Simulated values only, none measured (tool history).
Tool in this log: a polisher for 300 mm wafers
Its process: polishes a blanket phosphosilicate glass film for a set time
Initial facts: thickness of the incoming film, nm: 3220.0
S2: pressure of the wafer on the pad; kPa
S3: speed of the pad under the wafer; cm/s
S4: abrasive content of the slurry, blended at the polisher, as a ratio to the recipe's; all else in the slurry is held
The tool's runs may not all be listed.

Run 1, hour 0.0: flow of slurry (ml/min) 150, S2 22.8 kPa, S3 118 cm/s, S4 1.0, polishing time (s) 85. Result: film removed (angstrom) 9052.9.
Run 2, hour 1.6: flow of slurry (ml/min) 150, S2 22.8 kPa, S3 118 cm/s, S4 1.0, polishing time (s) 89. Result: film removed (angstrom) 9338.7.
Run 3, hour 4.3: flow of slurry (ml/min) 150, S2 24.1 kPa, S3 118 cm/s, S4 1.0, polishing time (s) 89. Result: film removed (angstrom) 9926.1.
Run 4, hour 12.1: flow of slurry (ml/min) 150, S2 25.5 kPa, S3 118 cm/s, S4 1.0, polishing time (s) 89. Result: film removed (angstrom) 10282.0.
Run 5, hour 20.8: flow of slurry (ml/min) 150, S2 26.9 kPa, S3 118 cm/s, S4 1.0, polishing time (s) 89. Result: film removed (angstrom) 11018.0.
Run 6, hour 26.8: flow of slurry (ml/min) 150, S2 27.6 kPa, S3 118 cm/s, S4 1.0, polishing time (s) 89. Result: film removed (angstrom) 11176.0.
Run 7, hour 29.6: flow of slurry (ml/min) 150, S2 28.3 kPa, S3 118 cm/s, S4 1.0, polishing time (s) 89. Result: film removed (angstrom) 11328.0.
Run 8, hour 36.7: flow of slurry (ml/min) 150, S2 29.0 kPa, S3 118 cm/s, S4 1.0, polishing time (s) 89. Result: film removed (angstrom) 11593.0.

The next listed run, before its measurement:
Run 9, hour 39.5: flow of slurry (ml/min) 150, S2 29.6 kPa, S3 118 cm/s, S4 1.0, polishing time (s) 89. Result: film removed (angstrom) ?.

film removed (angstrom): 12265.0

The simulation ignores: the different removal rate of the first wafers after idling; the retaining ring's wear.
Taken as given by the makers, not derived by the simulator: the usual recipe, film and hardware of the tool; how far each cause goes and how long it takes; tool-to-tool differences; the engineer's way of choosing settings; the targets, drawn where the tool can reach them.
